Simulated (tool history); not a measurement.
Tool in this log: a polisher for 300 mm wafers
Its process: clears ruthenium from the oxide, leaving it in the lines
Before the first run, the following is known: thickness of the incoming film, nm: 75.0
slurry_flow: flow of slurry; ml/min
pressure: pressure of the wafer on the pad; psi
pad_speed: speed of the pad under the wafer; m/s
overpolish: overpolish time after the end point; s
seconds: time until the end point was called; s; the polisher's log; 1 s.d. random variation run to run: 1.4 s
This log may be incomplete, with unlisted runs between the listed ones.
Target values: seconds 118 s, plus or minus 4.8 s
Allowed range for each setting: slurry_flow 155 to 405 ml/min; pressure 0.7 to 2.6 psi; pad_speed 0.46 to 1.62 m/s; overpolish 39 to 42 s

run 1 day=0 | slurry_flow=260 pressure=1.6 pad_speed=1.04 overpolish=39 | seconds=67.732
run 2 day=0.029 | slurry_flow=260 pressure=1.6 pad_speed=0.88 overpolish=39 | seconds=79.11
run 3 day=0.167 | slurry_flow=260 pressure=1.8 pad_speed=0.88 overpolish=39 | seconds=70.861
run 4 day=0.5 | slurry_flow=260 pressure=1.8 pad_speed=0.98 overpolish=39 | seconds=63.813
run 5 day=0.675 | slurry_flow=260 pressure=1.8 pad_speed=0.86 overpolish=39 | seconds=71.962
run 6 day=0.946 | slurry_flow=305 pressure=1.8 pad_speed=0.86 overpolish=39 | seconds=70.477
run 7 day=1.108 | slurry_flow=305 pressure=1.7 pad_speed=0.86 overpolish=39 | seconds=75.711
run 8 day=1.167 | slurry_flow=305 pressure=1.6 pad_speed=0.86 overpolish=39 | seconds=77.7
run 9 day=1.275 | slurry_flow=300 pressure=1.5 pad_speed=0.86 overpolish=39 | seconds=83.178
run 10 day=1.608 | slurry_flow=300 pressure=1.4 pad_speed=0.86 overpolish=39 | seconds=88.859
run 11 day=1.954 | slurry_flow=300 pressure=1.3 pad_speed=0.86 overpolish=39 | seconds=95.333
run 12 day=2.05 | slurry_flow=295 pressure=1.1 pad_speed=0.86 overpolish=39 | seconds=108.21
run 13 day=2.217 | slurry_flow=295 pressure=0.9 pad_speed=0.86 overpolish=39 | seconds=129.37
run 14 day=2.375 | slurry_flow=300 pressure=0.9 pad_speed=0.86 overpolish=39 | seconds=130.89

4 candidate next runs follow, results not yet known. Just one meets every target within its allowed miss. Identify it.
run A day=2.533 | slurry_flow=295 pressure=0.8 pad_speed=0.8 overpolish=39 | seconds=?
run B day=2.533 | slurry_flow=235 pressure=1 pad_speed=0.68 overpolish=42 | seconds=?
run C day=2.533 | slurry_flow=345 pressure=0.9 pad_speed=0.94 overpolish=39 | seconds=?
run D day=2.533 | slurry_flow=245 pressure=1.1 pad_speed=0.68 overpolish=39 | seconds=?

move=A seconds=148.26
move=B seconds=146.38
move=C seconds=115.49
move=D seconds=134.61
A: its largest miss is bigger than the last run's
B: its largest miss is bigger than the last run's
C: all results land within tolerance of their targets
D: its largest miss is bigger than the last run's
Go with C: it meets all targets.
